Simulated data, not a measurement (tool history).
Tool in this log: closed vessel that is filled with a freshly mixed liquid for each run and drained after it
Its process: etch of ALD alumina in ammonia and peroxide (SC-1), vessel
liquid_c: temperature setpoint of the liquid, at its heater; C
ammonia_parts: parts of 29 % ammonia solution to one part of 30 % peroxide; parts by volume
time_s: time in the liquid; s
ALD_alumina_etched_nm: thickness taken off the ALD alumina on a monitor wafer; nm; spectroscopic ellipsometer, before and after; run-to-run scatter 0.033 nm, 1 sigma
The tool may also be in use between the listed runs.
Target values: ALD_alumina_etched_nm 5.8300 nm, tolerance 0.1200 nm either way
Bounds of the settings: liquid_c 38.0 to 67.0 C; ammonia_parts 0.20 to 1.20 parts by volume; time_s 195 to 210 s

run  hour  liquid_c  ammonia_parts  time_s  ALD_alumina_etched_nm
  1   0.0      51.0           0.75     195                 9.4532
  2   5.1      51.0           1.00     195                 9.5994
  3  13.0      49.0           1.00     195                 8.5496
  4  18.3      53.0           1.00     195                10.7430
  5  27.4      53.0           1.00     210                11.5990
  6  30.6      50.5           1.00     210                10.0760
  7  33.1      48.5           1.00     210                 9.0600
  8  37.9      47.0           1.00     210                 8.3055
  9  41.5      46.0           1.00     210                 7.9056
 10  44.9      39.0           1.00     210                 5.2398
 11  47.3      39.5           1.00     210                 5.4207

Which of these 5 next moves meets every target?
  A  49.7      40.5           0.80     210                      ?
  B  49.7      39.0           1.00     200                      ?
  C  49.7      39.5           1.10     210                      ?
  D  49.7      39.0           0.80     200                      ?
  E  49.7      41.0           0.90     210                      ?

move  ALD_alumina_etched_nm
   A                 5.6291
   B                 5.0122
   C                 5.4708
   D                 4.9063
   E                 5.8623
A: gains on the last run, yet a result remains outside its allowed miss
B: further off than the last run
C: gains on the last run, yet a result remains outside its allowed miss
D: further off than the last run
E: every result within its allowed miss
Correct choice: E, which meets every target

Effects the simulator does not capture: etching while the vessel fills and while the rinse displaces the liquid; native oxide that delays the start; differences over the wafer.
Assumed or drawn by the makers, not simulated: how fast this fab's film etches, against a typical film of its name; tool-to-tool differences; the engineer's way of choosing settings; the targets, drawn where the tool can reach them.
